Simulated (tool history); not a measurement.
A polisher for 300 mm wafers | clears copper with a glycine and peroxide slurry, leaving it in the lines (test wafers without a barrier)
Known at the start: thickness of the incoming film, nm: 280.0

| run | day | flow of slurry (ml/min) | pressure of the wafer on the pad (psi) | speed of the pad under the wafer (cm/s) | overpolish time after the end point (s) | time until the end point was called (s) | dishing of a wide line in a test structure (Å) |
|---|---|---|---|---|---|---|---|
| 1 | 0 | 305 | 2 | 88 | 20 | 67.402 | 542.55 |
| 2 | 0.104 | 300 | 1.7 | 100 | 15 | 69.948 | 395.21 |
| 3 | 0.442 | 300 | 1.9 | 100 | 15 | 62.628 | 431.76 |
| 4 | 0.492 | 300 | 1.6 | 100 | 15 | 73.69 | 369.17 |
| 5 | 0.579 | 300 | 1.6 | 108 | 15 | 70.05 | 406.86 |
| 6 | 0.7 | 290 | 1.7 | 100 | 12 | 69.66 | 338.83 |
| 7 | 1.008 | 290 | 1.7 | 100 | 12 | 70.736 | 328.12 |
| 8 | 1.329 | 280 | 1.7 | 100 | 10 | 70.811 | 282.34 |
| 9 | 1.408 | 275 | 1.7 | 100 | 9 | 70.855 | 262.56 |
| 10 | 1.683 | 275 | 1.7 | 100 | 9 | 70.264 | 257.47 |
| 11 | 1.725 | 270 | 1.7 | 100 | 9 | 69.626 | 255.98 |

Forecast run 12:
| 12 | 1.971 | 265 | 1.7 | 100 | 9 | ? | ? |

Run 12 gave time until the end point was called (s) 70.939, dishing of a wide line in a test structure (Å) 265.4.
